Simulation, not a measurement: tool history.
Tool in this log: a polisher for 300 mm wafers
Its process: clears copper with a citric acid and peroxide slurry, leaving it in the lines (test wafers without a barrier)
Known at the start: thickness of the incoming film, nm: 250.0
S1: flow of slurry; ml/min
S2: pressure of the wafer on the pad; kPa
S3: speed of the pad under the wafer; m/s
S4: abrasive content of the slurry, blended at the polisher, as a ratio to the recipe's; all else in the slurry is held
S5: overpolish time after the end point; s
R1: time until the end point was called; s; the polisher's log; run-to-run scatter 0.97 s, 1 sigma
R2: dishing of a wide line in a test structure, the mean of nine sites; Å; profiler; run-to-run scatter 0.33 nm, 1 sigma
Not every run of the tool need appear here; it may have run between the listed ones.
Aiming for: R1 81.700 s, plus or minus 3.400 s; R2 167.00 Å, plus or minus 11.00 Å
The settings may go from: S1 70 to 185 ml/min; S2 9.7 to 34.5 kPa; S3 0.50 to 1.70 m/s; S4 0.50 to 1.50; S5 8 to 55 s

| run | day | S1 | S2 | S3 | S4 | S5 | R1 | R2 |
|---|---|---|---|---|---|---|---|---|
| 1 | 0.000 | 120 | 22.1 | 1.10 | 1.00 | 28 | 101.370 | 395.65 |
| 2 | 0.171 | 125 | 20.0 | 1.24 | 1.00 | 22 | 100.990 | 337.57 |
| 3 | 0.521 | 105 | 20.7 | 1.24 | 1.15 | 18 | 98.851 | 281.59 |
| 4 | 0.762 | 95 | 21.4 | 1.28 | 1.25 | 15 | 97.659 | 252.70 |
| 5 | 0.962 | 85 | 21.4 | 1.34 | 1.35 | 13 | 94.070 | 231.72 |
| 6 | 1.204 | 80 | 20.0 | 1.46 | 1.40 | 11 | 95.240 | 195.69 |
| 7 | 1.396 | 75 | 20.0 | 1.54 | 1.45 | 10 | 94.378 | 184.43 |
| 8 | 1.658 | 75 | 20.0 | 1.60 | 1.45 | 9 | 91.288 | 167.47 |
| 9 | 1.721 | 80 | 20.0 | 1.62 | 1.45 | 9 | 86.801 | 167.35 |
| 10 | 1.979 | 85 | 20.0 | 1.62 | 1.45 | 9 | 82.972 | 181.93 |
| 11 | 2.058 | 85 | 20.0 | 1.64 | 1.45 | 9 | 85.344 | 179.95 |
| 12 | 2.421 | 80 | 20.0 | 1.66 | 1.45 | 9 | 86.128 | 176.69 |
| 13 | 2.558 | 80 | 20.0 | 1.66 | 1.45 | 9 | 85.310 | 172.11 |
| 14 | 2.671 | 80 | 20.0 | 1.68 | 1.45 | 9 | 84.271 | 183.28 |
| 15 | 2.875 | 85 | 19.3 | 1.68 | 1.45 | 9 | 84.438 | 179.35 |
| 16 | 2.979 | 80 | 20.0 | 1.68 | 1.45 | 9 | 84.043 | 174.38 |
| 17 | 3.262 | 75 | 20.0 | 1.70 | 1.50 | 8 | 84.234 | 162.84 |

Of the 4 settings listed for the next run, only one would bring every result within its allowed miss of target. Which one?
| A | 3.546 | 75 | 20.0 | 1.66 | 1.40 | 8 | ? | ? |
| B | 3.546 | 70 | 22.8 | 1.70 | 1.50 | 8 | ? | ? |
| C | 3.546 | 115 | 17.2 | 1.54 | 1.50 | 8 | ? | ? |
| D | 3.546 | 70 | 22.8 | 1.48 | 1.35 | 8 | ? | ? |

| move | R1 | R2 |
|---|---|---|
| A | 89.122 | 151.42 |
| B | 81.544 | 164.69 |
| C | 88.526 | 151.90 |
| D | 92.382 | 146.87 |
A: lands further from the targets than the last run did
B: hits every target within its allowed miss
C: lands further from the targets than the last run did
D: lands further from the targets than the last run did
So the answer is move B, the one that meets all the targets.
